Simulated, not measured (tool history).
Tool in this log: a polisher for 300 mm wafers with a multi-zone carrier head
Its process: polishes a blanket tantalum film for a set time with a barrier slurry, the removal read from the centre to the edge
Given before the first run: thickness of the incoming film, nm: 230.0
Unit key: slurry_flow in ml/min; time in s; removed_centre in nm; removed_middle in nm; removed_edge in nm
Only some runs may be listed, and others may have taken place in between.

Run 1, hour 0: slurry_flow 300 ml/min, centre_zone 1, middle_zone 1, edge_zone 1, slurry_solids 1, time 58 s. Result: removed_centre 51.801 nm, removed_middle 51.674 nm, removed_edge 51.068 nm.
Run 2, hour 8.8: slurry_flow 300 ml/min, centre_zone 1.02, middle_zone 1, edge_zone 0.96, slurry_solids 0.9, time 58 s. Result: removed_centre 51.782 nm, removed_middle 50.417 nm, removed_edge 48.863 nm.
Run 3, hour 13: slurry_flow 300 ml/min, centre_zone 1.03, middle_zone 1, edge_zone 0.92, slurry_solids 0.8, time 58 s. Result: removed_centre 50.276 nm, removed_middle 49.51 nm, removed_edge 46.278 nm.
Run 4, hour 22: slurry_flow 300 ml/min, centre_zone 1.03, middle_zone 1, edge_zone 0.92, slurry_solids 0.65, time 58 s. Result: removed_centre 46.554 nm, removed_middle 46.665 nm, removed_edge 43.371 nm.
Run 5, hour 27.6: slurry_flow 300 ml/min, centre_zone 1.08, middle_zone 1, edge_zone 0.92, slurry_solids 0.65, time 58 s. Result: removed_centre 49.051 nm, removed_middle 45.877 nm, removed_edge 44.325 nm.
Run 6, hour 33.2: slurry_flow 300 ml/min, centre_zone 1.08, middle_zone 1, edge_zone 0.88, slurry_solids 0.65, time 58 s. Result: removed_centre 49.392 nm, removed_middle 46.736 nm, removed_edge 42.734 nm.
Run 7, hour 41.4: slurry_flow 300 ml/min, centre_zone 1.08, middle_zone 1, edge_zone 0.88, slurry_solids 0.65, time 58 s. Result: removed_centre 50.114 nm, removed_middle 46.308 nm, removed_edge 42.586 nm.
Run 8, hour 48.1: slurry_flow 280 ml/min, centre_zone 1.06, middle_zone 1.01, edge_zone 0.83, slurry_solids 0.6, time 58 s. Result: removed_centre 46.718 nm, removed_middle 45.657 nm, removed_edge 40.772 nm.

Predict the results of run 9:
Run 9, hour 55.3: slurry_flow 285 ml/min, centre_zone 1.07, middle_zone 1.01, edge_zone 0.83, slurry_solids 0.6, time 58 s. Result: removed_centre ?, removed_middle ?, removed_edge ?.

removed_centre: 47.022 nm
removed_middle: 44.969 nm
removed_edge: 41.035 nm
